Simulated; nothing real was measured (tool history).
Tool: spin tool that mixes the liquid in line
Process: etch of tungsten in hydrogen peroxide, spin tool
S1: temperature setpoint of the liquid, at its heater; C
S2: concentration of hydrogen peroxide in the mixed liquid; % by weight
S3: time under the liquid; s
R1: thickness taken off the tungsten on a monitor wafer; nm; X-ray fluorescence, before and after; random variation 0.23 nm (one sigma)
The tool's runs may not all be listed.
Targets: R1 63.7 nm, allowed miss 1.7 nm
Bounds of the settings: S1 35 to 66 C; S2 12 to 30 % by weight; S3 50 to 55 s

run    day    S1    S2  S3      R1
  1      0    51    21  50  76.862
  2  0.233  54.5    21  50   94.95
  3  0.408  54.5  16.5  50  84.206
  4  0.617    54  16.5  50  81.816
  5  0.979    54    13  50  72.342
  6  1.108    54    13  55  80.004
  7  1.229  53.5    13  55  77.419
  8    1.6  53.5    13  55  77.334
  9  1.942    53    13  55  75.797
 10  2.129  52.5    13  55  72.756
 11  2.475    52    13  55  71.477
 12  2.742  51.5    13  55  68.888
 13  2.983    51    13  55  66.668

4 next moves are on the table. One of them brings every result within its allowed miss. Which?
  A  3.225    51  12.5  50   ?
  B  3.225  52.5    12  50   ?
  C  3.225    50    12  55   ?
  D  3.225  49.5  12.5  55   ?

move      R1
   A  59.289
   B  63.606
   C  60.123
   D  59.513
A: takes the result that was furthest off past its target
B: meets every target
C: takes the result that was furthest off past its target
D: takes the result that was furthest off past its target
Answer: B

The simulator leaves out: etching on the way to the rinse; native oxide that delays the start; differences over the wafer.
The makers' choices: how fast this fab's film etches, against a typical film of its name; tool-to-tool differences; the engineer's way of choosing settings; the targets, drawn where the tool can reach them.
